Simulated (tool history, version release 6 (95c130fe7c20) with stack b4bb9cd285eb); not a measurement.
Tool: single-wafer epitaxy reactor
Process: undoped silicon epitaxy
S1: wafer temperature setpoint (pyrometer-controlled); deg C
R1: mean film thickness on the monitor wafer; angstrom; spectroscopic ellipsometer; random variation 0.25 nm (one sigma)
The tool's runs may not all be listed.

run 1 hour=0.0 | S1=655 deposition_time_(s)=516 | R1=1012.60
run 2 hour=5.8 | S1=653 deposition_time_(s)=515 | R1=961.54
run 3 hour=7.7 | S1=653 deposition_time_(s)=466 | R1=879.41
run 4 hour=15.3 | S1=653 deposition_time_(s)=493 | R1=924.77
run 5 hour=22.7 | S1=652 deposition_time_(s)=493 | R1=903.25
run 6 hour=31.2 | S1=643 deposition_time_(s)=493 | R1=726.62

Estimate the outcome of run 7 from the log above:
run 7 hour=36.9 | S1=645 deposition_time_(s)=494 | R1=?

R1: 763.67 angstrom
